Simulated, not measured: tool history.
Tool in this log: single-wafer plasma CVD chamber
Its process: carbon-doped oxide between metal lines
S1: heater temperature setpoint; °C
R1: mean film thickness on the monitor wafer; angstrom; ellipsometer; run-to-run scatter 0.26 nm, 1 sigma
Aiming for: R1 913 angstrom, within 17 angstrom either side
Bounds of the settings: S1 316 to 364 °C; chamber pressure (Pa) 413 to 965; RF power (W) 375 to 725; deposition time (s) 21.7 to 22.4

run 1 hour=0 | S1=340 chamber_pressure_(Pa)=689 RF_power_(W)=550 deposition_time_(s)=21.7 | R1=1151.7
run 2 hour=7.7 | S1=342 chamber_pressure_(Pa)=669 RF_power_(W)=535 deposition_time_(s)=21.7 | R1=1124.6
run 3 hour=10.6 | S1=343 chamber_pressure_(Pa)=652 RF_power_(W)=520 deposition_time_(s)=21.7 | R1=1090.3
run 4 hour=12.8 | S1=344 chamber_pressure_(Pa)=631 RF_power_(W)=510 deposition_time_(s)=21.7 | R1=1066.9
run 5 hour=17.2 | S1=345 chamber_pressure_(Pa)=609 RF_power_(W)=505 deposition_time_(s)=21.7 | R1=1048.5
run 6 hour=24.6 | S1=349 chamber_pressure_(Pa)=609 RF_power_(W)=505 deposition_time_(s)=21.7 | R1=1031.4
run 7 hour=31.8 | S1=350 chamber_pressure_(Pa)=592 RF_power_(W)=500 deposition_time_(s)=21.7 | R1=1018.3
run 8 hour=38 | S1=360 chamber_pressure_(Pa)=460 RF_power_(W)=435 deposition_time_(s)=21.7 | R1=852.76
run 9 hour=39.8 | S1=359 chamber_pressure_(Pa)=465 RF_power_(W)=435 deposition_time_(s)=21.7 | R1=855.83
run 10 hour=41.3 | S1=358 chamber_pressure_(Pa)=471 RF_power_(W)=435 deposition_time_(s)=21.7 | R1=857.8
run 11 hour=46.6 | S1=357 chamber_pressure_(Pa)=477 RF_power_(W)=435 deposition_time_(s)=21.7 | R1=863.22
run 12 hour=48.7 | S1=356 chamber_pressure_(Pa)=484 RF_power_(W)=435 deposition_time_(s)=21.7 | R1=869.92
run 13 hour=51.8 | S1=355 chamber_pressure_(Pa)=489 RF_power_(W)=435 deposition_time_(s)=21.7 | R1=870.25
run 14 hour=59.4 | S1=347 chamber_pressure_(Pa)=569 RF_power_(W)=450 deposition_time_(s)=21.7 | R1=943
run 15 hour=66.2 | S1=348 chamber_pressure_(Pa)=565 RF_power_(W)=450 deposition_time_(s)=21.7 | R1=934.29

Which one of the following 5 next-run settings gets every result inside its allowed miss? There is exactly one.
run A hour=73 | S1=342 chamber_pressure_(Pa)=491 RF_power_(W)=450 deposition_time_(s)=22.4 | R1=?
run B hour=73 | S1=360 chamber_pressure_(Pa)=633 RF_power_(W)=455 deposition_time_(s)=22.1 | R1=?
run C hour=73 | S1=351 chamber_pressure_(Pa)=573 RF_power_(W)=450 deposition_time_(s)=22.4 | R1=?
run D hour=73 | S1=351 chamber_pressure_(Pa)=567 RF_power_(W)=455 deposition_time_(s)=22.1 | R1=?
run E hour=73 | S1=336 chamber_pressure_(Pa)=413 RF_power_(W)=425 deposition_time_(s)=22.2 | R1=?

move=A R1=964.88
move=B R1=946.82
move=C R1=959.44
move=D R1=953.94
move=E R1=913.77
A: misses by more than the last run did
B: misses by more than the last run did
C: misses by more than the last run did
D: misses by more than the last run did
E: every result lands within tolerance
E is the move that brings every result within its allowed miss.
